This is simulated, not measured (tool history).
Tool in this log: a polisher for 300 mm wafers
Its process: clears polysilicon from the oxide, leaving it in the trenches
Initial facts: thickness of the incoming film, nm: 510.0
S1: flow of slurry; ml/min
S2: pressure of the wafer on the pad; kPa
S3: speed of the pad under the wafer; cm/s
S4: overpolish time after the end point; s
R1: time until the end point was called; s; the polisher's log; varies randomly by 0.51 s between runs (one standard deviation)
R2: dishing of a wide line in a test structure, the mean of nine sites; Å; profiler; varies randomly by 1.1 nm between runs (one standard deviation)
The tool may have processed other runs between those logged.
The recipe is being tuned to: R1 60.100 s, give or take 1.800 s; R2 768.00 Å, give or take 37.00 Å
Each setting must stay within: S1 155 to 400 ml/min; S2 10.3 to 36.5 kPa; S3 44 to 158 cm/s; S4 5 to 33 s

run  hour   S1    S2   S3  S4      R1      R2
  1   0.0  255  23.4  100  17  30.253  813.66
  2   4.1  255  20.7   98  17  34.715  800.50
  3   6.8  315  20.7   98  17  34.502  770.58
  4  11.1  305  18.6   96  18  38.705  791.37
  5  14.3  305  16.5   94  18  44.609  751.43
  6  18.0  300  15.2   94  20  47.430  779.22
  7  21.5  300  14.5   94  20  50.299  734.20
  8  28.1  285  11.0   92  28  67.335  751.06
  9  36.0  290  11.7   92  28  64.311  773.54
 10  43.3  310  13.1   92  24  56.074  762.03

Which one of the following 5 next-run settings gets every result inside its allowed miss? There is exactly one.
  A  50.6  305  17.2   66  25   ?   ?
  B  50.6  330  14.5   84  22   ?   ?
  C  50.6  355  20.0   66  19   ?   ?
  D  50.6  335  13.1  102  22   ?   ?
  E  50.6  285  10.3  102  20   ?   ?

move      R1      R2
   A  59.643  764.37
   B  55.549  754.12
   C  51.100  741.76
   D  50.568  770.65
   E  64.007  702.82
A: in spec on every target
B: misses by more than the last run did
C: misses by more than the last run did
D: misses by more than the last run did
E: takes the biggest miss from the last run beyond its target
A is the move that brings every result within its allowed miss.

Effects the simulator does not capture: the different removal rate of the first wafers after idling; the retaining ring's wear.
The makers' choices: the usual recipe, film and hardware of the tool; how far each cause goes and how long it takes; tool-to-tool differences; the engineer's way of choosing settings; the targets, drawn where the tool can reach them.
